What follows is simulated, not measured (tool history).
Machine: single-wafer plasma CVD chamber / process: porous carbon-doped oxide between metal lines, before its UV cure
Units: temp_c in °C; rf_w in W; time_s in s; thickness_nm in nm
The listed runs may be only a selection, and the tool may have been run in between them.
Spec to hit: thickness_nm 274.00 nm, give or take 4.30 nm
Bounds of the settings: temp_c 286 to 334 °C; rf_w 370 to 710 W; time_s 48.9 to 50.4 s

run,hour,temp_c,rf_w,time_s,thickness_nm
1,0.0,310,540,48.9,231.91
2,3.4,310,595,48.9,242.81
3,9.0,306,600,48.9,248.89
4,12.3,301,600,48.9,253.92
5,13.8,299,605,48.9,255.47
6,20.7,297,615,48.9,261.80
7,22.1,295,615,48.9,264.56
8,22.8,295,615,48.9,264.42
9,29.5,295,615,48.9,263.33
10,37.3,294,620,48.9,267.33
11,42.4,293,620,48.9,268.12
12,43.8,292,620,48.9,268.20

Below are 4 possible settings for the next run. Only one of them brings all results inside the allowed miss of their targets. Which is it?
A,45.2,291,610,50.1,?
B,45.2,288,645,49.3,?
C,45.2,296,635,49.1,?
D,45.2,291,570,49.9,?

move,thickness_nm
A,273.61
B,280.66
C,266.34
D,264.31
A: in spec on every target
B: carries the result that was furthest off beyond its target, to the other side
C: misses by more than the last run did
D: misses by more than the last run did
A is the move that brings every result within its allowed miss.
